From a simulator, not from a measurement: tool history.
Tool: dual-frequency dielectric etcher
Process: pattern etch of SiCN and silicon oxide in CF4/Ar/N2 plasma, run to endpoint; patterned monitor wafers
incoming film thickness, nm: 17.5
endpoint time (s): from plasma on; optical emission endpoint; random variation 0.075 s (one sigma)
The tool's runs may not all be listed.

| run | hour | source power (W) | bias power (W) | Ar flow (sccm) | CF4 flow (sccm) | endpoint time (s) |
|---|---|---|---|---|---|---|
| 1 | 0 | 470 | 56 | 96 | 83 | 20.093 |
| 2 | 7.6 | 500 | 56 | 96 | 83 | 19.363 |
| 3 | 16.3 | 520 | 56 | 96 | 83 | 18.871 |
| 4 | 24.2 | 540 | 56 | 96 | 83 | 18.672 |
| 5 | 25.2 | 540 | 56 | 82 | 83 | 18.106 |
| 6 | 28.1 | 550 | 56 | 82 | 83 | 17.787 |
| 7 | 33.9 | 550 | 56 | 82 | 83 | 17.922 |
| 8 | 37 | 550 | 56 | 82 | 83 | 17.864 |
| 9 | 39.3 | 560 | 56 | 82 | 83 | 17.633 |

The next listed run, before its measurement:
| 10 | 47.6 | 560 | 56 | 82 | 83 | ? |

{"run 10": {"endpoint time (s)": 17.686}}

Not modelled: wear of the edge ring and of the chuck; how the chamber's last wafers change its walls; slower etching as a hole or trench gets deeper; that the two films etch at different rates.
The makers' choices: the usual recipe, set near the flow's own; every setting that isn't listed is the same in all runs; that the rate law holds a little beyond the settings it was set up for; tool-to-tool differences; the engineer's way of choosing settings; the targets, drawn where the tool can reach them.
